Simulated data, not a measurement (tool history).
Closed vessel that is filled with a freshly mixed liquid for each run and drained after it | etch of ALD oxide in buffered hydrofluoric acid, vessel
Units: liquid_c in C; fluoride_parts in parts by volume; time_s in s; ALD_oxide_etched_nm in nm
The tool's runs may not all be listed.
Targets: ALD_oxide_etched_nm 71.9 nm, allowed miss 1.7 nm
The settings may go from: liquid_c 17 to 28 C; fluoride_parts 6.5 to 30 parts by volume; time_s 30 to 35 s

run 1 day=0 | liquid_c=20 fluoride_parts=18.5 time_s=35 | ALD_oxide_etched_nm=26.214
run 2 day=0.192 | liquid_c=20 fluoride_parts=15.5 time_s=35 | ALD_oxide_etched_nm=31.237
run 3 day=0.379 | liquid_c=18 fluoride_parts=15.5 time_s=35 | ALD_oxide_etched_nm=27.685
run 4 day=0.717 | liquid_c=20 fluoride_parts=14 time_s=35 | ALD_oxide_etched_nm=34.529
-- day=1 thermometer replaced
run 5 day=1 | liquid_c=21.5 fluoride_parts=13 time_s=35 | ALD_oxide_etched_nm=44.5
run 6 day=1.338 | liquid_c=25 fluoride_parts=13 time_s=35 | ALD_oxide_etched_nm=54.231
run 7 day=1.5 | liquid_c=25.5 fluoride_parts=13 time_s=35 | ALD_oxide_etched_nm=55.655
run 8 day=1.692 | liquid_c=26 fluoride_parts=12.5 time_s=35 | ALD_oxide_etched_nm=59.516
run 9 day=1.954 | liquid_c=26.5 fluoride_parts=12.5 time_s=35 | ALD_oxide_etched_nm=60.156
run 10 day=2.204 | liquid_c=28 fluoride_parts=10 time_s=35 | ALD_oxide_etched_nm=81.651
run 11 day=2.292 | liquid_c=27.5 fluoride_parts=10 time_s=35 | ALD_oxide_etched_nm=79.76

5 next moves are on the table. One of them brings every result within its allowed miss. Which?
run A day=2.379 | liquid_c=27 fluoride_parts=8.5 time_s=35 | ALD_oxide_etched_nm=?
run B day=2.379 | liquid_c=28 fluoride_parts=8.5 time_s=35 | ALD_oxide_etched_nm=?
run C day=2.379 | liquid_c=27.5 fluoride_parts=7.5 time_s=30 | ALD_oxide_etched_nm=?
run D day=2.379 | liquid_c=26 fluoride_parts=8.5 time_s=30 | ALD_oxide_etched_nm=?
run E day=2.379 | liquid_c=24 fluoride_parts=7 time_s=35 | ALD_oxide_etched_nm=?

move=A ALD_oxide_etched_nm=87.565
move=B ALD_oxide_etched_nm=92.354
move=C ALD_oxide_etched_nm=88.26
move=D ALD_oxide_etched_nm=71.139
move=E ALD_oxide_etched_nm=91.877
A: further off than the last run
B: further off than the last run
C: further off than the last run
D: meets every target
E: further off than the last run
The right move is D.
